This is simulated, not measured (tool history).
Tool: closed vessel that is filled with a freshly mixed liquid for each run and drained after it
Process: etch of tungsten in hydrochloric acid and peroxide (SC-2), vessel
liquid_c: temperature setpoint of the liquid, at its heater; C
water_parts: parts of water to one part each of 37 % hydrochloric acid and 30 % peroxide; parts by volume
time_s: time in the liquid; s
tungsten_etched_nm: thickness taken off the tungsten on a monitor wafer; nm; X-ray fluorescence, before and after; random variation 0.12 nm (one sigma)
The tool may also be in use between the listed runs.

run 1 hour=0.0 | liquid_c=51.0 water_parts=10.5 time_s=190 | tungsten_etched_nm=20.652
run 2 hour=2.9 | liquid_c=51.0 water_parts=8.5 time_s=190 | tungsten_etched_nm=24.225
run 3 hour=4.2 | liquid_c=49.5 water_parts=8.5 time_s=190 | tungsten_etched_nm=22.238
run 4 hour=8.2 | liquid_c=48.5 water_parts=8.5 time_s=190 | tungsten_etched_nm=20.953
run 5 hour=13.0 | liquid_c=48.5 water_parts=8.5 time_s=190 | tungsten_etched_nm=20.816
run 6 hour=21.5 | liquid_c=47.5 water_parts=8.5 time_s=190 | tungsten_etched_nm=19.584

The next listed run, before its measurement:
run 7 hour=30.0 | liquid_c=47.0 water_parts=8.5 time_s=190 | tungsten_etched_nm=?

Run 7 gave tungsten_etched_nm 18.484 nm.

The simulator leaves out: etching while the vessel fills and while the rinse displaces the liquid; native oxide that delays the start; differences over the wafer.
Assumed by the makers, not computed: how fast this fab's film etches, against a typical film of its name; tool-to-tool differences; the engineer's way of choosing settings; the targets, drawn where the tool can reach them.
